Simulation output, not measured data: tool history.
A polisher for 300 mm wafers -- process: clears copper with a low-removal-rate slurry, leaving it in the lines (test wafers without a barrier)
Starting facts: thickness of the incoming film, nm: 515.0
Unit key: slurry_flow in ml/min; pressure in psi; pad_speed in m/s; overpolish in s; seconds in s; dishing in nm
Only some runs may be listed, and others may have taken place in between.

run 1 day=0.000 | slurry_flow=285 pressure=3.9 pad_speed=1.12 slurry_solids=1.0 overpolish=13 | seconds=125.42 dishing=33.0550
run 2 day=0.262 | slurry_flow=285 pressure=3.9 pad_speed=1.12 slurry_solids=1.2 overpolish=13 | seconds=123.63 dishing=33.5910
run 3 day=0.442 | slurry_flow=280 pressure=3.5 pad_speed=0.98 slurry_solids=1.2 overpolish=11 | seconds=155.54 dishing=24.4610
run 4 day=0.658 | slurry_flow=280 pressure=3.5 pad_speed=0.98 slurry_solids=1.2 overpolish=8 | seconds=149.68 dishing=19.5240
run 5 day=0.800 | slurry_flow=280 pressure=3.5 pad_speed=0.84 slurry_solids=1.2 overpolish=8 | seconds=174.68 dishing=17.2060
run 6 day=0.942 | slurry_flow=235 pressure=3.5 pad_speed=0.84 slurry_solids=1.2 overpolish=8 | seconds=172.86 dishing=17.0970
run 7 day=0.983 | slurry_flow=235 pressure=3.1 pad_speed=0.82 slurry_solids=1.2 overpolish=8 | seconds=200.72 dishing=14.9910
run 8 day=1.146 | slurry_flow=235 pressure=2.8 pad_speed=0.82 slurry_solids=1.2 overpolish=8 | seconds=229.79 dishing=13.6450
run 9 day=1.458 | slurry_flow=235 pressure=2.6 pad_speed=0.82 slurry_solids=1.2 overpolish=8 | seconds=238.86 dishing=13.1020

Forecast run 10:
run 10 day=1.538 | slurry_flow=235 pressure=1.8 pad_speed=0.80 slurry_solids=1.2 overpolish=7 | seconds=? dishing=?

seconds: 340.89 s
dishing: 7.9844 nm
